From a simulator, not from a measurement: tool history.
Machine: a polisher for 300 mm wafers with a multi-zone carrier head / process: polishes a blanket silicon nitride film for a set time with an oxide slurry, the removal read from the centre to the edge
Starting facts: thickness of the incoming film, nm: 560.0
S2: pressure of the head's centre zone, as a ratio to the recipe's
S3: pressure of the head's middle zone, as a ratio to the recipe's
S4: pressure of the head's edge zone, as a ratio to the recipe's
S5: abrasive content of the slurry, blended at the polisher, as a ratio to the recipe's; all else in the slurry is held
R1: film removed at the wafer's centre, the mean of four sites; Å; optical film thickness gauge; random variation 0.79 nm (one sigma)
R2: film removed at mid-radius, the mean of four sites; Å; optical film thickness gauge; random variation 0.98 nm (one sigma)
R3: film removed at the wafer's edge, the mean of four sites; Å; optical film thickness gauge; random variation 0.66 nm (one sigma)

Run 1, hour 0.0: flow of slurry (ml/min) 190, S2 1.00, S3 1.00, S4 1.00, S5 1.00, polishing time (s) 78. Result: R1 835.03 Å, R2 809.20 Å, R3 833.49 Å.
Run 2, hour 7.5: flow of slurry (ml/min) 190, S2 1.02, S3 1.01, S4 0.97, S5 0.90, polishing time (s) 78. Result: R1 800.00 Å, R2 807.31 Å, R3 781.96 Å.
Run 3, hour 13.3: flow of slurry (ml/min) 190, S2 0.95, S3 1.01, S4 0.97, S5 0.90, polishing time (s) 78. Result: R1 763.26 Å, R2 797.66 Å, R3 798.60 Å.
Run 4, hour 21.6: flow of slurry (ml/min) 155, S2 0.95, S3 1.01, S4 0.97, S5 0.90, polishing time (s) 78. Result: R1 727.79 Å, R2 744.65 Å, R3 757.09 Å.
Run 5, hour 29.0: flow of slurry (ml/min) 150, S2 0.98, S3 1.00, S4 0.95, S5 0.85, polishing time (s) 78. Result: R1 725.72 Å, R2 707.81 Å, R3 735.99 Å.
Run 6, hour 30.8: flow of slurry (ml/min) 145, S2 1.01, S3 1.01, S4 0.93, S5 0.80, polishing time (s) 78. Result: R1 719.35 Å, R2 705.63 Å, R3 703.33 Å.
Run 7, hour 37.4: flow of slurry (ml/min) 140, S2 1.03, S3 1.01, S4 0.91, S5 0.80, polishing time (s) 78. Result: R1 732.75 Å, R2 697.90 Å, R3 692.61 Å.
Run 8, hour 39.1: flow of slurry (ml/min) 140, S2 1.04, S3 1.02, S4 0.89, S5 0.80, polishing time (s) 78. Result: R1 732.73 Å, R2 722.21 Å, R3 694.17 Å.
Run 9, hour 43.1: flow of slurry (ml/min) 140, S2 1.06, S3 1.02, S4 0.88, S5 0.75, polishing time (s) 78. Result: R1 729.60 Å, R2 681.76 Å, R3 674.45 Å.
Run 10, hour 47.4: flow of slurry (ml/min) 140, S2 1.08, S3 1.03, S4 0.87, S5 0.75, polishing time (s) 78. Result: R1 756.66 Å, R2 707.76 Å, R3 660.17 Å.
Run 11, hour 50.8: flow of slurry (ml/min) 140, S2 1.08, S3 1.03, S4 0.86, S5 0.75, polishing time (s) 78. Result: R1 727.60 Å, R2 698.49 Å, R3 647.96 Å.
Run 12, hour 57.7: flow of slurry (ml/min) 140, S2 1.09, S3 1.03, S4 0.85, S5 0.75, polishing time (s) 78. Result: R1 766.55 Å, R2 684.96 Å, R3 650.53 Å.
Run 13, hour 59.3: flow of slurry (ml/min) 140, S2 1.09, S3 1.04, S4 0.84, S5 0.75, polishing time (s) 78. Result: R1 745.24 Å, R2 717.23 Å, R3 658.29 Å.
Run 14, hour 63.0: flow of slurry (ml/min) 140, S2 1.09, S3 1.04, S4 0.84, S5 0.75, polishing time (s) 78. Result: R1 752.66 Å, R2 708.67 Å, R3 650.16 Å.

Predict the results of run 15:
Run 15, hour 65.3: flow of slurry (ml/min) 140, S2 1.09, S3 1.04, S4 0.83, S5 0.75, polishing time (s) 78. Result: R1 ?, R2 ?, R3 ?.

Run 15 gave R1 756.71 Å, R2 705.83 Å, R3 652.71 Å.

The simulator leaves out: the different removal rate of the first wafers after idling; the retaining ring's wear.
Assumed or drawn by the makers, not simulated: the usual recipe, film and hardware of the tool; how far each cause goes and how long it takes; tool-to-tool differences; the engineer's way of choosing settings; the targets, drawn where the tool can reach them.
